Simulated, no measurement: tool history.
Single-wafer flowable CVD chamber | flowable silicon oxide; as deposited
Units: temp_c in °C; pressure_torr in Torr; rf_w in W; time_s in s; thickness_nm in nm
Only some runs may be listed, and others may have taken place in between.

Run 1, day 0: temp_c 100 °C, pressure_torr 0.939 Torr, rf_w 1710 W, time_s 476 s. Result: thickness_nm 324.15 nm.
Run 2, day 0.096: temp_c 102 °C, pressure_torr 0.939 Torr, rf_w 1710 W, time_s 476 s. Result: thickness_nm 302.3 nm.
Run 3, day 0.133: temp_c 102 °C, pressure_torr 0.939 Torr, rf_w 1710 W, time_s 476 s. Result: thickness_nm 302.98 nm.
Run 4, day 0.321: temp_c 104 °C, pressure_torr 0.939 Torr, rf_w 1710 W, time_s 476 s. Result: thickness_nm 284.44 nm.
Run 5, day 0.621: temp_c 105 °C, pressure_torr 0.939 Torr, rf_w 1710 W, time_s 476 s. Result: thickness_nm 278.78 nm.
Run 6, day 0.717: temp_c 107 °C, pressure_torr 0.939 Torr, rf_w 1710 W, time_s 476 s. Result: thickness_nm 263.21 nm.
Run 7, day 0.758: temp_c 108 °C, pressure_torr 0.939 Torr, rf_w 1710 W, time_s 476 s. Result: thickness_nm 254.48 nm.

Run 8 has not been measured yet. What should we expect?
Run 8, day 0.912: temp_c 109 °C, pressure_torr 0.939 Torr, rf_w 1710 W, time_s 476 s. Result: thickness_nm ?.

thickness_nm: 245.46 nm
